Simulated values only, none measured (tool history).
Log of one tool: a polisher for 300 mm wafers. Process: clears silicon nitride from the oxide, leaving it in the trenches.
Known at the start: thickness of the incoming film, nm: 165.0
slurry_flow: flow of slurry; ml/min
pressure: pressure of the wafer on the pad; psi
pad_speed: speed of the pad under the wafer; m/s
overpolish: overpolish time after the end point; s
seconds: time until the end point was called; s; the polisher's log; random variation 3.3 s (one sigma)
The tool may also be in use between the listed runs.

run,hour,slurry_flow,pressure,pad_speed,overpolish,seconds
1,0.0,190,3.4,0.92,26,131.12
2,4.6,190,3.1,0.92,26,146.84
3,9.4,190,2.9,0.92,26,159.02
4,15.5,190,2.7,0.92,26,162.65
# hour 22.3: worn pad replaced by a new one
5,22.3,190,2.5,0.92,26,156.48
6,30.5,190,2.3,0.88,26,167.31
7,35.4,190,2.1,0.84,26,190.68

Forecast run 8:
8,40.0,190,2.0,0.84,26,?

seconds: 200.28 s
